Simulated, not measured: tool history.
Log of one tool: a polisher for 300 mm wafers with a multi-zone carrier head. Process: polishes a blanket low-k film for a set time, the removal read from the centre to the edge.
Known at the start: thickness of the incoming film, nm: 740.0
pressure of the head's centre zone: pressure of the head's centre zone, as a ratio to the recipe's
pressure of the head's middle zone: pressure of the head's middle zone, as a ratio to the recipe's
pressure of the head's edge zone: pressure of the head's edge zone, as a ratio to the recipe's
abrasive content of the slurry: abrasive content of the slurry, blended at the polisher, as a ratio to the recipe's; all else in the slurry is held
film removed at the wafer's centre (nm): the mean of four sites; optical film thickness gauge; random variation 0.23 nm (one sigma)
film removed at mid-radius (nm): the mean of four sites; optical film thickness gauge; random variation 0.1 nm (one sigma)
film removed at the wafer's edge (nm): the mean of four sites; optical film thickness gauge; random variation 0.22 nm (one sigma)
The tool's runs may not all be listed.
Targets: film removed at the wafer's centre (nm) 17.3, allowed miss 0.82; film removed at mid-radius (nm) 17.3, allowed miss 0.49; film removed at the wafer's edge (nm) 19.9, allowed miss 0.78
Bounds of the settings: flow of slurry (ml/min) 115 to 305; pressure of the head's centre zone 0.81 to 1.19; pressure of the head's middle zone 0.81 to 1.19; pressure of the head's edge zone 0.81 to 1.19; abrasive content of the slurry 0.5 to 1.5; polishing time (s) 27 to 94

run,day,flow of slurry (ml/min),pressure of the head's centre zone,pressure of the head's middle zone,pressure of the head's edge zone,abrasive content of the slurry,polishing time (s),film removed at the wafer's centre (nm),film removed at mid-radius (nm),film removed at the wafer's edge (nm)
1,0,195,1,1,1,1,60,24.124,24.713,24.074
2,0.042,185,0.98,0.97,1,0.95,60,23.481,23.504,24.051
3,0.225,180,0.96,0.95,0.99,0.85,60,21.837,22.112,22.702
4,0.442,180,0.96,0.95,1.03,0.85,60,21.83,22.155,23.047
5,0.488,175,0.94,0.93,1.03,0.8,60,20.664,21.163,22.327
6,0.825,175,0.94,0.93,0.97,0.8,60,20.49,21.189,21.752
7,0.996,170,0.93,0.91,0.97,0.75,60,19.822,20.313,21.448
8,1.267,165,0.92,0.89,0.97,0.7,60,18.846,19.178,20.761
9,1.329,160,0.91,0.88,0.97,0.7,60,18.333,19.063,20.45
10,1.633,135,0.91,0.81,1.01,0.65,60,17.466,16.756,19.547

Which of these 4 next moves meets every target?
A,1.938,115,0.91,0.83,1,0.65,63,?,?,?
B,1.938,140,0.91,0.83,0.97,0.6,57,?,?,?
C,1.938,170,1.01,0.81,1.1,0.75,52,?,?,?
D,1.938,125,0.9,0.84,0.87,0.8,56,?,?,?

move,film removed at the wafer's centre (nm),film removed at mid-radius (nm),film removed at the wafer's edge (nm)
A,16.993,17.179,19.727
B,15.834,15.887,17.686
C,18.238,16.227,19.321
D,16.683,17.122,18.129
A: meets every target
B: further off than the last run
C: further off than the last run
D: brings the result that was furthest off to its target, and leaves another outside
Answer: A

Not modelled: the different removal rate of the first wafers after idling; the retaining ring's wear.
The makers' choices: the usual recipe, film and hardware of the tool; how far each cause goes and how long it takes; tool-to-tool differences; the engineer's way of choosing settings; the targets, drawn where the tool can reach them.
